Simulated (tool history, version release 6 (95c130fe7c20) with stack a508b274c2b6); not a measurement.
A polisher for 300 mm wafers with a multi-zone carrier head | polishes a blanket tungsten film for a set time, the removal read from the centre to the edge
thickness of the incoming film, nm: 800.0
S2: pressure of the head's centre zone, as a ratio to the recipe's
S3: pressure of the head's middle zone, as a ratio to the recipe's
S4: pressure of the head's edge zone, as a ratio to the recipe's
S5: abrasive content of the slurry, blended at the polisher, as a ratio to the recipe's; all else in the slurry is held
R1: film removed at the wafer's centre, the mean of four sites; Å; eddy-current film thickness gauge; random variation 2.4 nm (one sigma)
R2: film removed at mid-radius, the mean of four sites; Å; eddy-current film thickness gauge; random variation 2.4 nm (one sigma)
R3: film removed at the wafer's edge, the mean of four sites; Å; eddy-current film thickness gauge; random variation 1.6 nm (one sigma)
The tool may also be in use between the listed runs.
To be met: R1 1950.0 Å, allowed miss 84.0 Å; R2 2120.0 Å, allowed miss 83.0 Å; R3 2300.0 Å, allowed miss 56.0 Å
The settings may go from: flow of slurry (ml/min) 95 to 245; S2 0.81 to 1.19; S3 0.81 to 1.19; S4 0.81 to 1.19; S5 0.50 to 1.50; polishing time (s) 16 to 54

{"run": 1, "day": 0.0, "flow of slurry (ml/min)": 155, "S2": 1.0, "S3": 1.0, "S4": 1.0, "S5": 1.0, "polishing time (s)": 35, "R1": 2701.9, "R2": 2767.8, "R3": 2734.9}
{"run": 2, "day": 0.038, "flow of slurry (ml/min)": 150, "S2": 0.98, "S3": 0.98, "S4": 0.99, "S5": 0.95, "polishing time (s)": 35, "R1": 2555.7, "R2": 2726.6, "R3": 2676.5}
{"run": 3, "day": 0.333, "flow of slurry (ml/min)": 150, "S2": 0.98, "S3": 0.98, "S4": 0.99, "S5": 0.95, "polishing time (s)": 41, "R1": 3142.5, "R2": 3159.5, "R3": 3127.7}
{"run": 4, "day": 0.421, "flow of slurry (ml/min)": 145, "S2": 0.97, "S3": 0.96, "S4": 0.99, "S5": 0.9, "polishing time (s)": 40, "R1": 2878.6, "R2": 3019.3, "R3": 3046.8}
{"run": 5, "day": 0.517, "flow of slurry (ml/min)": 140, "S2": 0.97, "S3": 0.94, "S4": 0.98, "S5": 0.85, "polishing time (s)": 39, "R1": 2808.9, "R2": 2809.0, "R3": 2901.3}
{"run": 6, "day": 0.883, "flow of slurry (ml/min)": 140, "S2": 0.97, "S3": 0.94, "S4": 0.98, "S5": 0.85, "polishing time (s)": 31, "R1": 2208.8, "R2": 2237.2, "R3": 2292.2}
{"run": 7, "day": 1.167, "flow of slurry (ml/min)": 135, "S2": 0.96, "S3": 0.94, "S4": 0.99, "S5": 0.85, "polishing time (s)": 31, "R1": 2144.3, "R2": 2261.9, "R3": 2325.4}
{"run": 8, "day": 1.371, "flow of slurry (ml/min)": 130, "S2": 0.95, "S3": 0.93, "S4": 0.99, "S5": 0.85, "polishing time (s)": 31, "R1": 2112.2, "R2": 2159.4, "R3": 2296.8}
{"run": 9, "day": 1.571, "flow of slurry (ml/min)": 130, "S2": 0.94, "S3": 0.93, "S4": 0.99, "S5": 0.85, "polishing time (s)": 31, "R1": 2113.1, "R2": 2211.3, "R3": 2263.6}
{"run": 10, "day": 1.788, "flow of slurry (ml/min)": 130, "S2": 0.93, "S3": 0.93, "S4": 1.01, "S5": 0.85, "polishing time (s)": 31, "R1": 2051.1, "R2": 2160.7, "R3": 2290.8}

Which of these 5 next moves meets every target?
{"run": "A", "day": 2.004, "flow of slurry (ml/min)": 105, "S2": 1.04, "S3": 0.97, "S4": 1.09, "S5": 0.9, "polishing time (s)": 30, "R1": "?", "R2": "?", "R3": "?"}
{"run": "B", "day": 2.004, "flow of slurry (ml/min)": 135, "S2": 0.89, "S3": 0.92, "S4": 1.06, "S5": 0.9, "polishing time (s)": 30, "R1": "?", "R2": "?", "R3": "?"}
{"run": "C", "day": 2.004, "flow of slurry (ml/min)": 145, "S2": 0.97, "S3": 0.92, "S4": 0.98, "S5": 0.85, "polishing time (s)": 30, "R1": "?", "R2": "?", "R3": "?"}
{"run": "D", "day": 2.004, "flow of slurry (ml/min)": 135, "S2": 0.92, "S3": 0.95, "S4": 0.98, "S5": 0.85, "polishing time (s)": 30, "R1": "?", "R2": "?", "R3": "?"}
{"run": "E", "day": 2.004, "flow of slurry (ml/min)": 95, "S2": 0.97, "S3": 0.87, "S4": 1.06, "S5": 0.95, "polishing time (s)": 30, "R1": "?", "R2": "?", "R3": "?"}

move=A R1=2153.8 R2=2105.6 R3=2243.5
move=B R1=1947.6 R2=2119.2 R3=2301.4
move=C R1=2131.0 R2=2121.8 R3=2234.8
move=D R1=1992.0 R2=2152.6 R3=2213.8
move=E R1=1976.6 R2=1901.7 R3=2213.8
A: further off than the last run
B: meets every target
C: further off than the last run
D: brings the result that was furthest off to its target, and leaves another outside
E: brings the result that was furthest off to its target, and leaves another outside
The right move is B.

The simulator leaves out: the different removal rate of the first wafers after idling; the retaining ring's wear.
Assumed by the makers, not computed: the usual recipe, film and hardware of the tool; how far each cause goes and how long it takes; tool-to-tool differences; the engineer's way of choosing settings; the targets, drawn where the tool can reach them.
